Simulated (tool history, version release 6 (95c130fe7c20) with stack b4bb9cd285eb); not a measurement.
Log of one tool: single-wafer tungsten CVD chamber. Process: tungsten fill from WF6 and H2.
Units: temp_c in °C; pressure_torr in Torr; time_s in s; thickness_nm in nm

run 1 day=0.000 | temp_c=375 pressure_torr=48.5 time_s=12.6 | thickness_nm=23.681
run 2 day=0.175 | temp_c=380 pressure_torr=48.6 time_s=12.6 | thickness_nm=27.075
run 3 day=0.425 | temp_c=383 pressure_torr=48.7 time_s=12.6 | thickness_nm=28.880
run 4 day=0.658 | temp_c=390 pressure_torr=48.7 time_s=12.6 | thickness_nm=33.622
run 5 day=0.971 | temp_c=383 pressure_torr=48.7 time_s=12.6 | thickness_nm=28.833
run 6 day=1.238 | temp_c=385 pressure_torr=48.8 time_s=12.6 | thickness_nm=30.269

Forecast run 7:
run 7 day=1.500 | temp_c=387 pressure_torr=48.8 time_s=12.6 | thickness_nm=?

Run 7 gave thickness_nm 31.522 nm.

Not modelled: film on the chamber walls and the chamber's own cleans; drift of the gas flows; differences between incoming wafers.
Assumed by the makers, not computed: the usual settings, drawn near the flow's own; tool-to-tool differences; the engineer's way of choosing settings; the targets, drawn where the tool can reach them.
